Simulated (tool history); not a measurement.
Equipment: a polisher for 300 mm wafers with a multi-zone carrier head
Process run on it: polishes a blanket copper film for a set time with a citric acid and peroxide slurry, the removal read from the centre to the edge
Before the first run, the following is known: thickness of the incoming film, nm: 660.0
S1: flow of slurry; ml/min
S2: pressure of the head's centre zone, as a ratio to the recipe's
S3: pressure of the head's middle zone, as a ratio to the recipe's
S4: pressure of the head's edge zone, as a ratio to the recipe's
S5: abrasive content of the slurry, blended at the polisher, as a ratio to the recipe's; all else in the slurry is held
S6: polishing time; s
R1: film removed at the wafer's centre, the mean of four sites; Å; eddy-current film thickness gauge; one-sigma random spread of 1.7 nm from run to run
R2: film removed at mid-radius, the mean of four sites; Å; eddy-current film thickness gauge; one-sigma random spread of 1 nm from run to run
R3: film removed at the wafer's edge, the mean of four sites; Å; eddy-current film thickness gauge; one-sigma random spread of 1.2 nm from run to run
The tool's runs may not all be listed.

run    day   S1    S2    S3    S4    S5  S6      R1      R2      R3
  1  0.000  165  1.00  1.00  1.00  1.00  81  1811.0  1813.8  1943.2
  2  0.083  165  1.00  1.00  1.00  1.20  81  1901.3  1862.1  2055.2
  3  0.275  150  1.00  1.00  1.00  1.20  81  1847.2  1859.8  2007.7
  4  0.321  135  0.96  0.99  0.97  1.00  80  1660.9  1696.9  1859.1
  5  0.546  135  0.96  0.99  0.97  1.00  91  1887.5  1964.9  2076.3
  6  0.700  180  0.96  0.99  0.97  1.00  91  2008.6  2041.6  2197.7
  7  0.942  130  0.86  1.02  0.87  0.75  77  1330.4  1553.2  1570.3

The next listed run, before its measurement:
  8  0.975  125  0.85  1.03  0.85  0.75  77   ?   ?   ?

{"run 8": {"R1": 1281.0, "R2": 1560.5, "R3": 1537.6}}
